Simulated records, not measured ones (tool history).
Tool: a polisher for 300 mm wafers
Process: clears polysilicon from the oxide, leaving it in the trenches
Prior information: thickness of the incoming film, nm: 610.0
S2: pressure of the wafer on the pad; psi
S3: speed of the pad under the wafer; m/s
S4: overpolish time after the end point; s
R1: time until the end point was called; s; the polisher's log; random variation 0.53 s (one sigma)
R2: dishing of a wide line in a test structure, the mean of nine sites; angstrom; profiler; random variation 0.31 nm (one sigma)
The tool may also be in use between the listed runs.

Run 1, hour 0: flow of slurry (ml/min) 300, S2 2.5 psi, S3 1.12 m/s, S4 14 s. Result: R1 41.714 s, R2 439.75 angstrom.
Run 2, hour 6.5: flow of slurry (ml/min) 300, S2 2.5 psi, S3 1.02 m/s, S4 14 s. Result: R1 46.465 s, R2 435.37 angstrom.
Run 3, hour 15.3: flow of slurry (ml/min) 335, S2 2.5 psi, S3 0.96 m/s, S4 12 s. Result: R1 48.694 s, R2 427.41 angstrom.
Run 4, hour 24.2: flow of slurry (ml/min) 335, S2 2.2 psi, S3 0.96 m/s, S4 12 s. Result: R1 54.52 s, R2 418.7 angstrom.
At hour 33.1: worn pad replaced by a new one.
Run 5, hour 33.1: flow of slurry (ml/min) 335, S2 2.2 psi, S3 1.14 m/s, S4 12 s. Result: R1 41.564 s, R2 446.09 angstrom.
Run 6, hour 36.6: flow of slurry (ml/min) 310, S2 2.5 psi, S3 1.02 m/s, S4 10 s. Result: R1 41.176 s, R2 436.34 angstrom.
Run 7, hour 45.5: flow of slurry (ml/min) 310, S2 2.5 psi, S3 1.02 m/s, S4 10 s. Result: R1 41.663 s, R2 433.73 angstrom.
Run 8, hour 52.3: flow of slurry (ml/min) 340, S2 2.5 psi, S3 0.92 m/s, S4 9 s. Result: R1 46.36 s, R2 419.85 angstrom.
Run 9, hour 53.4: flow of slurry (ml/min) 365, S2 2.5 psi, S3 0.84 m/s, S4 8 s. Result: R1 49.641 s, R2 396.85 angstrom.

Run 10, settings as shown, results not yet in. Your forecast:
Run 10, hour 58.8: flow of slurry (ml/min) 365, S2 2.5 psi, S3 0.84 m/s, S4 8 s. Result: R1 ?, R2 ?.

Run 10 came out at R1 48.934 s, R2 396.83 angstrom.

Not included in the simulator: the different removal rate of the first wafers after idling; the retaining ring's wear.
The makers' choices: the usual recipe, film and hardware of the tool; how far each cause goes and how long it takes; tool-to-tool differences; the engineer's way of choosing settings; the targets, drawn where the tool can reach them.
